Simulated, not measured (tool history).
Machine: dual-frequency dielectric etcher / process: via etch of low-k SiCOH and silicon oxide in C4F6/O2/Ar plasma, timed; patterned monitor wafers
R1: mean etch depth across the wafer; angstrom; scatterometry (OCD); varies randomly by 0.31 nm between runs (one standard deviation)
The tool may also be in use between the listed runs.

Run 1, hour 0.0: source power (W) 420, bias power (W) 142, etch time (s) 33.5. Result: R1 791.16 angstrom.
Run 2, hour 4.6: source power (W) 400, bias power (W) 134, etch time (s) 33.0. Result: R1 733.21 angstrom.
Run 3, hour 5.9: source power (W) 400, bias power (W) 134, etch time (s) 33.5. Result: R1 748.12 angstrom.
Run 4, hour 13.4: source power (W) 400, bias power (W) 134, etch time (s) 31.0. Result: R1 696.02 angstrom.
Run 5, hour 20.2: source power (W) 390, bias power (W) 133, etch time (s) 31.0. Result: R1 684.40 angstrom.
Run 6, hour 24.9: source power (W) 390, bias power (W) 152, etch time (s) 31.0. Result: R1 719.84 angstrom.
Run 7, hour 27.4: source power (W) 370, bias power (W) 150, etch time (s) 31.0. Result: R1 687.35 angstrom.

For run 8, what comes out?
Run 8, hour 31.3: source power (W) 360, bias power (W) 149, etch time (s) 31.0. Result: R1 ?.

R1: 675.45 angstrom
